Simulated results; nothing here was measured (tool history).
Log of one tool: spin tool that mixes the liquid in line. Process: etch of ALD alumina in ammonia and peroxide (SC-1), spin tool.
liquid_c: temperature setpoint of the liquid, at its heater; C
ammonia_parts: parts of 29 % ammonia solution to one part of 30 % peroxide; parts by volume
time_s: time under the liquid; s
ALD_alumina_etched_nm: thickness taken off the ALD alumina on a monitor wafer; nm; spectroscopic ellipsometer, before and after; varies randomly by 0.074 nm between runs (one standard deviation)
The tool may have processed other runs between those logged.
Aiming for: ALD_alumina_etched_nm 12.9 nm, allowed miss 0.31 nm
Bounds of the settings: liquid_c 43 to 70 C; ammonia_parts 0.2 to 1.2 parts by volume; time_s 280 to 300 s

Run 1, hour 0: liquid_c 59 C, ammonia_parts 0.85 parts by volume, time_s 280 s. Result: ALD_alumina_etched_nm 22.618 nm.
Run 2, hour 1.9: liquid_c 55.5 C, ammonia_parts 0.85 parts by volume, time_s 280 s. Result: ALD_alumina_etched_nm 18.66 nm.
Run 3, hour 6.8: liquid_c 52.5 C, ammonia_parts 0.85 parts by volume, time_s 280 s. Result: ALD_alumina_etched_nm 15.917 nm.
Run 4, hour 7.6: liquid_c 52.5 C, ammonia_parts 0.85 parts by volume, time_s 280 s. Result: ALD_alumina_etched_nm 15.871 nm.
Run 5, hour 8.8: liquid_c 52.5 C, ammonia_parts 0.85 parts by volume, time_s 300 s. Result: ALD_alumina_etched_nm 17.219 nm.
Run 6, hour 14.6: liquid_c 51 C, ammonia_parts 0.85 parts by volume, time_s 300 s. Result: ALD_alumina_etched_nm 15.701 nm.
Run 7, hour 22.2: liquid_c 50 C, ammonia_parts 0.85 parts by volume, time_s 300 s. Result: ALD_alumina_etched_nm 14.805 nm.
Run 8, hour 30.2: liquid_c 49.5 C, ammonia_parts 0.85 parts by volume, time_s 300 s. Result: ALD_alumina_etched_nm 14.614 nm.
Run 9, hour 38.8: liquid_c 46.5 C, ammonia_parts 0.85 parts by volume, time_s 300 s. Result: ALD_alumina_etched_nm 12.253 nm.

Exactly one of the 5 candidate moves below puts every result within its allowed miss. Which one?
Run A, hour 47.4: liquid_c 48.5 C, ammonia_parts 0.85 parts by volume, time_s 285 s. Result: ALD_alumina_etched_nm ?.
Run B, hour 47.4: liquid_c 47 C, ammonia_parts 0.65 parts by volume, time_s 285 s. Result: ALD_alumina_etched_nm ?.
Run C, hour 47.4: liquid_c 45.5 C, ammonia_parts 0.85 parts by volume, time_s 295 s. Result: ALD_alumina_etched_nm ?.
Run D, hour 47.4: liquid_c 46 C, ammonia_parts 0.65 parts by volume, time_s 300 s. Result: ALD_alumina_etched_nm ?.
Run E, hour 47.4: liquid_c 48.5 C, ammonia_parts 0.85 parts by volume, time_s 295 s. Result: ALD_alumina_etched_nm ?.

move  ALD_alumina_etched_nm
   A                 13.089
   B                 11.733
   C                 11.448
   D                 11.674
   E                 13.548
A: hits every target within its allowed miss
B: further off than the last run
C: further off than the last run
D: further off than the last run
E: carries the result that was furthest off beyond its target, to the other side
Correct choice: A, which meets every target
